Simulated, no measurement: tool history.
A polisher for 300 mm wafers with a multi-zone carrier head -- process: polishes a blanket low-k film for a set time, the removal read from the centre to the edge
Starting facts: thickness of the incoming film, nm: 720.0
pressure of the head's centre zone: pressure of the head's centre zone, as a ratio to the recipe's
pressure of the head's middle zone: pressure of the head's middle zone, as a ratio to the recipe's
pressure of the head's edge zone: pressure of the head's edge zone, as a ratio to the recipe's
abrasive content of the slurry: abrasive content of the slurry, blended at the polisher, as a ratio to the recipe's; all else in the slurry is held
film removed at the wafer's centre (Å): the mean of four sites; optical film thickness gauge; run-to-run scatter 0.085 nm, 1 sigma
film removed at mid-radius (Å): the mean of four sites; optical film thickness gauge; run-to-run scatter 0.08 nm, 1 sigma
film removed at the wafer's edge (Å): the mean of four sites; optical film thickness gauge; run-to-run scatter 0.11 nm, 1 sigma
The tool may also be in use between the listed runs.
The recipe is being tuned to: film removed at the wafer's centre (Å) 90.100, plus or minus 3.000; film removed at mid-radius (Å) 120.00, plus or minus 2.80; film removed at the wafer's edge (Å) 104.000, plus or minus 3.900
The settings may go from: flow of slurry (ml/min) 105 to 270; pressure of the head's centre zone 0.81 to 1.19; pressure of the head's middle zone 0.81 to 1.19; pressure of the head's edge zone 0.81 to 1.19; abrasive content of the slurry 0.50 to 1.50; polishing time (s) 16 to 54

| run | hour | flow of slurry (ml/min) | pressure of the head's centre zone | pressure of the head's middle zone | pressure of the head's edge zone | abrasive content of the slurry | polishing time (s) | film removed at the wafer's centre (Å) | film removed at mid-radius (Å) | film removed at the wafer's edge (Å) |
|---|---|---|---|---|---|---|---|---|---|---|
| 1 | 0.0 | 175 | 1.00 | 1.00 | 1.00 | 1.00 | 35 | 150.570 | 151.06 | 155.030 |
| 2 | 7.2 | 215 | 1.00 | 1.00 | 1.00 | 1.00 | 35 | 159.190 | 159.86 | 160.640 |
| 3 | 10.2 | 215 | 1.00 | 1.00 | 1.00 | 1.10 | 35 | 162.470 | 166.75 | 168.500 |
| 4 | 12.6 | 200 | 0.96 | 1.03 | 1.00 | 1.00 | 34 | 145.050 | 157.12 | 155.350 |
| 5 | 21.5 | 200 | 1.01 | 1.03 | 1.00 | 1.00 | 34 | 153.920 | 154.35 | 153.740 |
| 6 | 22.2 | 230 | 1.01 | 1.03 | 1.00 | 1.00 | 34 | 154.810 | 162.40 | 156.880 |
| 7 | 23.4 | 250 | 0.91 | 1.06 | 0.90 | 0.75 | 29 | 107.010 | 125.53 | 114.280 |
| 8 | 31.3 | 240 | 0.89 | 1.07 | 0.88 | 0.75 | 29 | 103.510 | 125.52 | 112.640 |
| 9 | 39.0 | 240 | 0.89 | 1.07 | 0.88 | 0.75 | 29 | 102.550 | 125.39 | 110.780 |
|  | 40.8 | slurry nozzle cleaned |
| 10 | 40.8 | 230 | 0.88 | 1.07 | 0.88 | 0.75 | 29 | 110.360 | 133.88 | 115.530 |

Of the 4 settings listed for the next run, only one would bring every result within its allowed miss of target. Which one?
| A | 42.6 | 240 | 0.89 | 1.18 | 0.90 | 0.60 | 29 | ? | ? | ? |
| B | 42.6 | 270 | 0.85 | 1.15 | 0.99 | 0.75 | 24 | ? | ? | ? |
| C | 42.6 | 260 | 0.90 | 1.13 | 0.83 | 0.85 | 23 | ? | ? | ? |
| D | 42.6 | 265 | 0.81 | 1.14 | 0.90 | 0.70 | 24 | ? | ? | ? |

| move | film removed at the wafer's centre (Å) | film removed at mid-radius (Å) | film removed at the wafer's edge (Å) |
|---|---|---|---|
| A | 98.936 | 129.74 | 105.680 |
| B | 89.199 | 119.69 | 103.930 |
| C | 95.790 | 119.58 | 97.321 |
| D | 81.842 | 114.50 | 95.820 |
A: closer than the last run, but not yet in spec
B: all results land within tolerance of their targets
C: closer than the last run, but not yet in spec
D: carries the result that was furthest off beyond its target, to the other side
So the answer is move B, the one that meets all the targets.

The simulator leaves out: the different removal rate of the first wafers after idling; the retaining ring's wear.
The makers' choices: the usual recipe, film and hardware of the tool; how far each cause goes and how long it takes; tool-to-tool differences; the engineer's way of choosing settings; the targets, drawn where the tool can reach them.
